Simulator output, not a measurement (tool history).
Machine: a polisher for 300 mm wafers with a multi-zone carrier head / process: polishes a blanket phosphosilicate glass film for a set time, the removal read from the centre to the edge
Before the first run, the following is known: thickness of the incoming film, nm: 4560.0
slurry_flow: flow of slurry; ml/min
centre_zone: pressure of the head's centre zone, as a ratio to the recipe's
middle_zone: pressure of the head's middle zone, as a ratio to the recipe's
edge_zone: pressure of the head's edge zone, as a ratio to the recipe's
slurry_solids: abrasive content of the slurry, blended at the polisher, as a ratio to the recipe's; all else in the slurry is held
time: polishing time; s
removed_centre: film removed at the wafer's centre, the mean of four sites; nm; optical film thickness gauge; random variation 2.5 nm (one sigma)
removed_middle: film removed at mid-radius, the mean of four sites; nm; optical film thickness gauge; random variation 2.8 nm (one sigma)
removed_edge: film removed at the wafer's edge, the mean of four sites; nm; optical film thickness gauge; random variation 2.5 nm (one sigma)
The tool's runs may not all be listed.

| run | hour | slurry_flow | centre_zone | middle_zone | edge_zone | slurry_solids | time | removed_centre | removed_middle | removed_edge |
|---|---|---|---|---|---|---|---|---|---|---|
| 1 | 0.0 | 215 | 1.00 | 1.00 | 1.00 | 1.00 | 57 | 444.02 | 420.30 | 454.51 |
| 2 | 6.3 | 165 | 1.00 | 1.00 | 1.00 | 1.00 | 57 | 419.78 | 403.65 | 440.77 |
| 3 | 10.8 | 165 | 1.00 | 1.06 | 1.00 | 1.00 | 57 | 417.90 | 426.77 | 448.61 |
| 4 | 16.3 | 130 | 1.00 | 1.06 | 1.00 | 1.00 | 57 | 409.64 | 406.33 | 424.78 |
| 5 | 20.3 | 130 | 1.01 | 1.05 | 0.98 | 0.95 | 55 | 384.96 | 388.82 | 389.98 |
| 6 | 27.5 | 130 | 1.02 | 1.02 | 0.98 | 0.90 | 54 | 367.74 | 365.15 | 381.64 |
| 7 | 29.4 | 130 | 1.04 | 1.00 | 0.96 | 0.85 | 53 | 362.89 | 338.47 | 367.37 |
| 8 | 32.7 | 130 | 1.06 | 1.01 | 0.94 | 0.80 | 51 | 345.78 | 330.07 | 336.99 |
|  | 33.6 | edge zone pressure recalibrated |
| 9 | 33.6 | 130 | 1.06 | 1.01 | 0.94 | 0.80 | 51 | 350.84 | 315.95 | 320.89 |
| 10 | 40.6 | 130 | 1.06 | 1.00 | 0.93 | 0.75 | 50 | 333.09 | 303.20 | 312.13 |
| 11 | 43.5 | 135 | 1.06 | 1.00 | 0.92 | 0.70 | 49 | 324.83 | 295.25 | 283.30 |
| 12 | 44.8 | 130 | 0.96 | 0.90 | 0.88 | 0.50 | 48 | 243.65 | 227.83 | 247.19 |
| 13 | 48.2 | 140 | 0.97 | 0.90 | 0.88 | 0.50 | 48 | 251.57 | 233.42 | 242.61 |

Run 14, settings as shown, results not yet in. Your forecast:
| 14 | 50.4 | 140 | 0.97 | 0.90 | 0.88 | 0.50 | 48 | ? | ? | ? |

{"run 14": {"removed_centre": 253.22, "removed_middle": 235.63, "removed_edge": 243.61}}

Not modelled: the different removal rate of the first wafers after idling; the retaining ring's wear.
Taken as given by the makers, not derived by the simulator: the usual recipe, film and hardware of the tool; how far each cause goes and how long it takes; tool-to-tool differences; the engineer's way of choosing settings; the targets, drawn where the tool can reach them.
